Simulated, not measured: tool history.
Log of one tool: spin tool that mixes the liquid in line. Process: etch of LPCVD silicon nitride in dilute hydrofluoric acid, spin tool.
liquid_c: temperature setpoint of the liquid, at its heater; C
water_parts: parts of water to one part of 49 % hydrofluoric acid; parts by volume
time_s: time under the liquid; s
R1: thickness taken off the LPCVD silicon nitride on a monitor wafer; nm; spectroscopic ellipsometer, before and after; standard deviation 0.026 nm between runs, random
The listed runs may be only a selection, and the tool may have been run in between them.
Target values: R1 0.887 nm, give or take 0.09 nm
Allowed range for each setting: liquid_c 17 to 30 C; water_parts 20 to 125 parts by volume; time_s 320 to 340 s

Run 1, hour 0: liquid_c 22 C, water_parts 70 parts by volume, time_s 320 s. Result: R1 1.869 nm.
Run 2, hour 4.4: liquid_c 21.5 C, water_parts 75 parts by volume, time_s 320 s. Result: R1 1.7487 nm.
Run 3, hour 8.8: liquid_c 24.5 C, water_parts 75 parts by volume, time_s 320 s. Result: R1 2.0422 nm.
Run 4, hour 13.1: liquid_c 23.5 C, water_parts 80 parts by volume, time_s 320 s. Result: R1 1.8577 nm.
Run 5, hour 20.7: liquid_c 22.5 C, water_parts 85 parts by volume, time_s 320 s. Result: R1 1.6538 nm.
Run 6, hour 26: liquid_c 22 C, water_parts 90 parts by volume, time_s 320 s. Result: R1 1.5227 nm.
Run 7, hour 27.9: liquid_c 21.5 C, water_parts 95 parts by volume, time_s 320 s. Result: R1 1.3292 nm.
Run 8, hour 29.9: liquid_c 21 C, water_parts 95 parts by volume, time_s 320 s. Result: R1 1.263 nm.
Run 9, hour 36.8: liquid_c 20.5 C, water_parts 95 parts by volume, time_s 320 s. Result: R1 1.2431 nm.
Run 10, hour 43: liquid_c 20 C, water_parts 95 parts by volume, time_s 320 s. Result: R1 1.2363 nm.
Run 11, hour 50.3: liquid_c 19.5 C, water_parts 95 parts by volume, time_s 320 s. Result: R1 1.1375 nm.

Of the 4 settings listed for the next run, only one would bring every result within its allowed miss of target. Which one?
Run A, hour 57.6: liquid_c 22.5 C, water_parts 90 parts by volume, time_s 330 s. Result: R1 ?.
Run B, hour 57.6: liquid_c 17 C, water_parts 110 parts by volume, time_s 320 s. Result: R1 ?.
Run C, hour 57.6: liquid_c 20.5 C, water_parts 85 parts by volume, time_s 325 s. Result: R1 ?.
Run D, hour 57.6: liquid_c 18.5 C, water_parts 80 parts by volume, time_s 320 s. Result: R1 ?.

move       R1
   A   1.6117
   B  0.88294
   C   1.4664
   D   1.3348
A: its largest miss is bigger than the last run's
B: each result inside its tolerance
C: its largest miss is bigger than the last run's
D: its largest miss is bigger than the last run's
Answer: B
